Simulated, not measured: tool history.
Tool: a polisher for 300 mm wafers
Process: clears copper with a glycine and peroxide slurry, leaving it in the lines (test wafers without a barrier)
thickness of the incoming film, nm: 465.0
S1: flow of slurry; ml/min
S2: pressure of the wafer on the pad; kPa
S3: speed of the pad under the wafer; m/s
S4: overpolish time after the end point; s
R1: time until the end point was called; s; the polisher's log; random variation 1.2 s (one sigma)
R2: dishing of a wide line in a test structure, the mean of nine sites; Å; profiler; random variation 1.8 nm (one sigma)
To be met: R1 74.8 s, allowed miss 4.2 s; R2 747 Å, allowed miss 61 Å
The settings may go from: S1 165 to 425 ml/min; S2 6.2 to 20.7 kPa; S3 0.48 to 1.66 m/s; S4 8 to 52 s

run 1 hour=0 | S1=275 S2=13.1 S3=1.06 S4=26 | R1=112.61 R2=686.56
run 2 hour=2.3 | S1=240 S2=13.1 S3=1.06 S4=26 | R1=117.56 R2=666.01
run 3 hour=9.2 | S1=250 S2=14.5 S3=1.08 S4=24 | R1=107.34 R2=663.49
run 4 hour=13.3 | S1=250 S2=14.5 S3=0.88 S4=24 | R1=124.82 R2=598.57
run 5 hour=16.9 | S1=250 S2=14.5 S3=0.88 S4=30 | R1=124.81 R2=681.28
run 6 hour=23.5 | S1=260 S2=15.9 S3=0.92 S4=28 | R1=109.47 R2=732.18
run 7 hour=27.6 | S1=270 S2=17.2 S3=0.94 S4=26 | R1=100.92 R2=732.95
run 8 hour=30.8 | S1=275 S2=17.9 S3=0.96 S4=24 | R1=98.946 R2=730.38
run 9 hour=37 | S1=275 S2=18.6 S3=1.02 S4=22 | R1=89.615 R2=734.6
run 10 hour=37.5 | S1=275 S2=19.3 S3=1.04 S4=21 | R1=86.401 R2=715.87
run 11 hour=41.2 | S1=280 S2=19.3 S3=1.06 S4=21 | R1=83.357 R2=747.59

5 next moves are on the table. One of them brings every result within its allowed miss. Which?
run A hour=44.9 | S1=290 S2=19.3 S3=0.9 S4=20 | R1=? R2=?
run B hour=44.9 | S1=295 S2=18.6 S3=1 S4=23 | R1=? R2=?
run C hour=44.9 | S1=270 S2=16.5 S3=1.24 S4=26 | R1=? R2=?
run D hour=44.9 | S1=265 S2=20.7 S3=1 S4=20 | R1=? R2=?
run E hour=44.9 | S1=285 S2=20 S3=1.16 S4=19 | R1=? R2=?

move=A R1=98.954 R2=633.15
move=B R1=93.415 R2=722.13
move=C R1=86.83 R2=803.46
move=D R1=86.39 R2=694.75
move=E R1=77.957 R2=713.77
A: further off than the last run
B: further off than the last run
C: further off than the last run
D: further off than the last run
E: meets every target
Answer: E
